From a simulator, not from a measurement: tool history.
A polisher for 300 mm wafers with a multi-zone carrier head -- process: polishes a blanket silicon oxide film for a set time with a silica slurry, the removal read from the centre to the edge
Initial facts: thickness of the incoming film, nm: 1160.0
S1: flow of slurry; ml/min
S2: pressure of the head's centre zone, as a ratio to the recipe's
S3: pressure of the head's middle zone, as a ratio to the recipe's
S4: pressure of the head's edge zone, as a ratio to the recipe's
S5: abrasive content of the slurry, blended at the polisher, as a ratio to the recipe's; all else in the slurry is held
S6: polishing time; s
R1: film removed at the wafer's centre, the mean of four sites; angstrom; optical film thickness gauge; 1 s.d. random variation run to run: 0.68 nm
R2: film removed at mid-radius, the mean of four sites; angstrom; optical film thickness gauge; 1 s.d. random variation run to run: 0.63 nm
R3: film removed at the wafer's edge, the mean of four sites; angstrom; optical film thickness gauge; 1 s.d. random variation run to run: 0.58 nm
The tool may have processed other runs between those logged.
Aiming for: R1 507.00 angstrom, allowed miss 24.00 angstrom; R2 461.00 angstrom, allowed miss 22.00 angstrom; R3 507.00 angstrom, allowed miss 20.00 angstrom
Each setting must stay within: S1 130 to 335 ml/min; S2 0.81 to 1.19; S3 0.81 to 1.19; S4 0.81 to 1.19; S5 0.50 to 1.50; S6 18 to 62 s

run,day,S1,S2,S3,S4,S5,S6,R1,R2,R3
1,0.000,215,1.00,1.00,1.00,1.00,40,811.29,859.14,860.30
2,0.071,215,1.07,1.00,1.00,1.00,40,909.06,862.87,843.57
3,0.212,215,1.07,1.00,1.00,1.00,49,1090.60,1058.30,1045.40
4,0.458,215,0.99,1.00,1.00,1.00,49,989.90,1067.00,1045.30
5,0.696,210,0.99,0.98,0.99,0.95,46,921.10,949.92,951.83
6,1.029,210,0.99,1.03,0.99,0.95,46,923.96,998.87,955.10
7,1.388,205,0.98,1.01,0.98,0.90,44,840.69,937.92,881.81
8,1.450,200,1.08,0.91,1.08,0.65,33,619.90,561.05,609.34
9,1.742,200,1.07,0.90,1.07,0.65,33,603.23,554.28,615.46
10,1.954,200,1.07,0.90,1.06,0.65,32,572.89,528.01,590.97
11,2.042,200,1.08,0.90,1.04,0.65,32,589.99,530.76,588.69
12,2.138,200,1.08,0.90,1.03,0.65,32,606.33,537.48,572.39
13,2.417,200,1.07,0.89,1.02,0.65,32,579.35,529.53,576.69
14,2.462,190,1.07,0.85,0.94,0.50,30,480.07,420.21,461.67

Which single option among these 4 for the next run brings every result within its allowed miss of target? Just one does.
A,2.508,145,1.10,0.93,1.07,0.60,30,?,?,?
B,2.508,210,1.12,1.07,0.81,0.80,22,?,?,?
C,2.508,190,0.92,0.81,1.04,0.55,33,?,?,?
D,2.508,200,1.17,1.06,0.81,0.50,27,?,?,?

move,R1,R2,R3
A,515.05,471.45,504.84
B,466.33,463.33,382.94
C,495.95,477.82,551.07
D,489.72,464.67,387.77
A: every result lands within tolerance
B: moves away from the targets compared with the last run
C: pushes the last run's worst result past its target
D: moves away from the targets compared with the last run
Go with A: it meets all targets.
